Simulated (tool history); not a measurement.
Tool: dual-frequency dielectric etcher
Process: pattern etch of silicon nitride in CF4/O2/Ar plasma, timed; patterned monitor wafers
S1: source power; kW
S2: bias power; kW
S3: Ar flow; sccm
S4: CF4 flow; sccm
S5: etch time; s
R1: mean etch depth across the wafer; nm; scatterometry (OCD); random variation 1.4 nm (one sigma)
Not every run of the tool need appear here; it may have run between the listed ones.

Run 1, day 0.000: S1 0.710 kW, S2 0.051 kW, S3 136 sccm, S4 135 sccm, S5 161.0 s. Result: R1 427.02 nm.
Run 2, day 0.083: S1 0.710 kW, S2 0.051 kW, S3 136 sccm, S4 112 sccm, S5 161.0 s. Result: R1 411.87 nm.
Run 3, day 0.396: S1 0.630 kW, S2 0.050 kW, S3 136 sccm, S4 112 sccm, S5 161.0 s. Result: R1 371.25 nm.
Run 4, day 0.525: S1 0.630 kW, S2 0.050 kW, S3 136 sccm, S4 112 sccm, S5 168.5 s. Result: R1 393.02 nm.
Run 5, day 0.596: S1 0.630 kW, S2 0.050 kW, S3 153 sccm, S4 112 sccm, S5 168.5 s. Result: R1 383.11 nm.
Run 6, day 0.792: S1 0.630 kW, S2 0.046 kW, S3 153 sccm, S4 112 sccm, S5 168.5 s. Result: R1 374.12 nm.
Run 7, day 0.846: S1 0.570 kW, S2 0.045 kW, S3 153 sccm, S4 112 sccm, S5 168.5 s. Result: R1 340.37 nm.

What does the tool deliver on the next run?
Run 8, day 0.883: S1 0.540 kW, S2 0.045 kW, S3 153 sccm, S4 112 sccm, S5 168.5 s. Result: R1 ?.

For run 8 the tool returned R1 324.42 nm.
